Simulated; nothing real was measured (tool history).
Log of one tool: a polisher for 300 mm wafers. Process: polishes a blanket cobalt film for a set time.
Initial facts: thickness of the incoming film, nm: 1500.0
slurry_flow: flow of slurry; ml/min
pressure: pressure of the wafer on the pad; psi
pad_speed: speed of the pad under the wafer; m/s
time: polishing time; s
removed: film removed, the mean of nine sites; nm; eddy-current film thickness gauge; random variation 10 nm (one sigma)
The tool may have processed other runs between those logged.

| run | hour | slurry_flow | pressure | pad_speed | time | removed |
|---|---|---|---|---|---|---|
| 1 | 0.0 | 135 | 2.4 | 1.24 | 98 | 694.46 |
| 2 | 8.3 | 165 | 2.4 | 1.24 | 98 | 711.72 |
| 3 | 11.1 | 165 | 2.4 | 1.06 | 98 | 624.38 |
| 4 | 16.8 | 165 | 2.1 | 1.06 | 98 | 543.87 |
| 5 | 18.1 | 165 | 2.4 | 1.06 | 98 | 615.96 |
| 6 | 23.9 | 165 | 2.8 | 1.06 | 98 | 716.89 |
| 7 | 30.7 | 165 | 3.0 | 1.08 | 98 | 779.89 |
| 8 | 36.2 | 165 | 3.1 | 1.10 | 98 | 818.68 |
| 9 | 40.0 | 180 | 3.7 | 1.18 | 98 | 1052.00 |

Predict the results of run 10:
| 10 | 48.7 | 180 | 3.7 | 1.20 | 98 | ? |

Run 10 gave removed 1069.30 nm.
